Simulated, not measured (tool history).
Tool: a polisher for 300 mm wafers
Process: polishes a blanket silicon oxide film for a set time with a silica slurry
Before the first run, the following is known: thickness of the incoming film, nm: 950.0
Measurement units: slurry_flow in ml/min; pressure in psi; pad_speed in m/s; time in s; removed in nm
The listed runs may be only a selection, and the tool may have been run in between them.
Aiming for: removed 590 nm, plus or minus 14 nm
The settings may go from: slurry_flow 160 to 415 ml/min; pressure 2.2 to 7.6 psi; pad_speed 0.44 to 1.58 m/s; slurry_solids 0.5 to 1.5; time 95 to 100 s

run  hour  slurry_flow  pressure  pad_speed  slurry_solids  time  removed
  1     0          265       4.9          1              1    95   409.66
  2   0.9          265       4.9       1.18              1    95   464.39
  3   4.8          265       4.9       0.96              1    95   396.17
  4   7.6          270       5.3       0.96              1    95   420.08
  5   8.5          270       5.8       0.96              1    95   459.27
  6  11.5          270       5.8       0.96            0.9    95    441.8
  7  19.4          270       6.2       0.96            0.9    95   472.85
  8  25.8          270       6.5       0.96            0.9    95   493.31
  9  30.2          275       6.7       0.96            0.9    95   507.48
 10  32.2          275       6.9       0.96            0.9    95   525.05
 11  40.2          275       7.1       0.96            0.9    95   536.72
 12  43.4          275       7.2       0.96            0.9    95   540.12
 13  51.2          275       7.3       0.96            0.9    95   544.26
 14  53.5          280       7.4       0.98            0.9    95   564.83

Next run, 5 choices. One meets every target within its allowed miss, the rest don't. Which?
  A  55.8          325       7.4       0.98           0.95   100        ?
  B  55.8          270       6.8       0.94           1.15    95        ?
  C  55.8          290       6.6       1.04           0.95    97        ?
  D  55.8          225       6.3       1.12            1.2    95        ?
  E  55.8          275       7.2       0.98           0.85    97        ?

move  removed
   A   618.22
   B   558.17
   C   559.82
   D   597.58
   E   549.89
A: takes the result that was furthest off past its target
B: the biggest miss grows against the last run
C: the biggest miss grows against the last run
D: hits every target within its allowed miss
E: the biggest miss grows against the last run
The right move is D.

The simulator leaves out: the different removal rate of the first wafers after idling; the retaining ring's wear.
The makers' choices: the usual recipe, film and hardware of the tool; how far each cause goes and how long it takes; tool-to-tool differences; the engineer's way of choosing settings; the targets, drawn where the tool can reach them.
